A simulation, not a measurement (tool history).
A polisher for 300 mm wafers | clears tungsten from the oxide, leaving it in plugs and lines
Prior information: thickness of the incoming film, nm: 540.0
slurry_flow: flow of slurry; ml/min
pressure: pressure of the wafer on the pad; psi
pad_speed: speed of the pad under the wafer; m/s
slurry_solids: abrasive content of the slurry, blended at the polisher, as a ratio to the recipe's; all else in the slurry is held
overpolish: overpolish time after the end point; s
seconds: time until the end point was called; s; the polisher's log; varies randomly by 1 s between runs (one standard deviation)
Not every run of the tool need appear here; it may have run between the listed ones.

run,hour,slurry_flow,pressure,pad_speed,slurry_solids,overpolish,seconds
1,0.0,165,3.5,0.84,1.0,6,123.160
2,2.1,165,3.5,0.84,1.0,6,125.650
3,9.7,165,3.8,0.84,1.0,6,110.480
4,17.2,165,4.3,0.84,1.0,6,102.050
5,19.4,165,4.3,0.84,1.0,6,100.750
6,20.2,165,4.5,0.84,1.0,6,96.438
7,23.8,165,4.6,0.84,1.0,6,95.438

What does the tool deliver on the next run?
8,27.8,165,4.7,0.84,1.0,6,?

Run 8 gave seconds 94.435 s.
